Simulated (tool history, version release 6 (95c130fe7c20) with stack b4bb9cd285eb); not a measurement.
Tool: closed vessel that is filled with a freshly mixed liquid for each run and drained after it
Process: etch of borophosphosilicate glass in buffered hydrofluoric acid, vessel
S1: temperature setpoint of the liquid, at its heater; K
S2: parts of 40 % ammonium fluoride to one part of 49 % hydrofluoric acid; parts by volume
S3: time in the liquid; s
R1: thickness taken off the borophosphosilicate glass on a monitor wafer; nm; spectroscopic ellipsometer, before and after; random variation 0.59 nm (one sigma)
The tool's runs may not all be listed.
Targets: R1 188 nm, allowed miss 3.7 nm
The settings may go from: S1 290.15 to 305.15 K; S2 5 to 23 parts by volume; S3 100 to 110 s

run 1 hour=0 | S1=297.15 S2=14 S3=100 | R1=108.82
run 2 hour=1.6 | S1=298.15 S2=14 S3=100 | R1=115
run 3 hour=5.2 | S1=299.15 S2=14 S3=100 | R1=121.07
run 4 hour=9.5 | S1=302.15 S2=14 S3=100 | R1=141.95
run 5 hour=11.6 | S1=302.65 S2=14 S3=100 | R1=145.17
run 6 hour=19.9 | S1=303.15 S2=14 S3=100 | R1=149.33
run 7 hour=29.1 | S1=303.65 S2=14 S3=100 | R1=153.33
run 8 hour=37.6 | S1=304.65 S2=13 S3=100 | R1=174.25

Which of these 4 next moves meets every target?
run A hour=46.1 | S1=303.65 S2=12 S3=110 | R1=?
run B hour=46.1 | S1=305.15 S2=11.5 S3=100 | R1=?
run C hour=46.1 | S1=305.15 S2=13.5 S3=110 | R1=?
run D hour=46.1 | S1=305.15 S2=13.5 S3=105 | R1=?

move=A R1=196.16
move=B R1=200.89
move=C R1=188.84
move=D R1=180.26
A: takes the result that was furthest off past its target
B: takes the result that was furthest off past its target
C: meets every target
D: nearer than the last run, and not there yet
The right move is C.

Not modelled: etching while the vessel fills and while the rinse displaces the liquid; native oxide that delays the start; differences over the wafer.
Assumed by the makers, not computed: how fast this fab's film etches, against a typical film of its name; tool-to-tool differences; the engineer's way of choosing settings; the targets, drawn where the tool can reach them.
